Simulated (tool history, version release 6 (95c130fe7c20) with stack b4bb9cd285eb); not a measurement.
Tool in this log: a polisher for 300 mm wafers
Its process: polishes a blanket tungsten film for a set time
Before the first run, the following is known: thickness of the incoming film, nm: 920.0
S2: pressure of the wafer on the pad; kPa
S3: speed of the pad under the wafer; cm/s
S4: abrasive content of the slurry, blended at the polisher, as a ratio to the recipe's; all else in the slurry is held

Run 1, hour 0.0: flow of slurry (ml/min) 230, S2 29.0 kPa, S3 94 cm/s, S4 1.00, polishing time (s) 42. Result: film removed (nm) 250.87.
Run 2, hour 3.6: flow of slurry (ml/min) 230, S2 31.0 kPa, S3 94 cm/s, S4 1.00, polishing time (s) 42. Result: film removed (nm) 267.96.
Run 3, hour 6.3: flow of slurry (ml/min) 230, S2 31.0 kPa, S3 94 cm/s, S4 1.00, polishing time (s) 42. Result: film removed (nm) 269.63.
Run 4, hour 14.8: flow of slurry (ml/min) 230, S2 33.1 kPa, S3 94 cm/s, S4 1.00, polishing time (s) 42. Result: film removed (nm) 281.80.
Run 5, hour 18.9: flow of slurry (ml/min) 230, S2 33.1 kPa, S3 94 cm/s, S4 0.85, polishing time (s) 42. Result: film removed (nm) 279.42.
Run 6, hour 20.5: flow of slurry (ml/min) 230, S2 30.3 kPa, S3 94 cm/s, S4 0.85, polishing time (s) 42. Result: film removed (nm) 252.93.
Run 7, hour 25.7: flow of slurry (ml/min) 230, S2 32.4 kPa, S3 94 cm/s, S4 0.85, polishing time (s) 42. Result: film removed (nm) 269.40.
Run 8, hour 30.5: flow of slurry (ml/min) 230, S2 32.4 kPa, S3 94 cm/s, S4 0.85, polishing time (s) 42. Result: film removed (nm) 265.04.

Expected results for the next run?
Run 9, hour 37.8: flow of slurry (ml/min) 230, S2 34.5 kPa, S3 94 cm/s, S4 0.85, polishing time (s) 42. Result: film removed (nm) ?.

For run 9 the tool returned film removed (nm) 284.20.
